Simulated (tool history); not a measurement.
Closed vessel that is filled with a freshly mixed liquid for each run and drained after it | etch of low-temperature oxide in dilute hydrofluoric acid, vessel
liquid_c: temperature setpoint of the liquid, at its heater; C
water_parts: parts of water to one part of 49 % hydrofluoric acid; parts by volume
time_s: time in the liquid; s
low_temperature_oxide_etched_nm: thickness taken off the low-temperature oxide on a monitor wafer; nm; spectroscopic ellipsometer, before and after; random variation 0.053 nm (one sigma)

| run | hour | liquid_c | water_parts | time_s | low_temperature_oxide_etched_nm |
|---|---|---|---|---|---|
| 1 | 0.0 | 24.0 | 275 | 485 | 25.055 |
| 2 | 7.1 | 24.0 | 335 | 485 | 19.473 |
| 3 | 15.9 | 24.0 | 395 | 485 | 15.623 |
| 4 | 22.7 | 24.0 | 395 | 485 | 15.654 |
| 5 | 28.6 | 24.0 | 395 | 515 | 16.603 |
| 6 | 31.5 | 24.0 | 485 | 515 | 12.436 |
| 7 | 33.2 | 25.0 | 485 | 515 | 12.787 |
| 8 | 39.6 | 26.0 | 485 | 515 | 13.297 |
| 9 | 43.0 | 26.5 | 485 | 515 | 13.398 |
| 10 | 45.8 | 27.0 | 485 | 515 | 13.655 |

Forecast run 11:
| 11 | 48.7 | 27.5 | 485 | 515 | ? |

{"run 11": {"low_temperature_oxide_etched_nm": 13.942}}
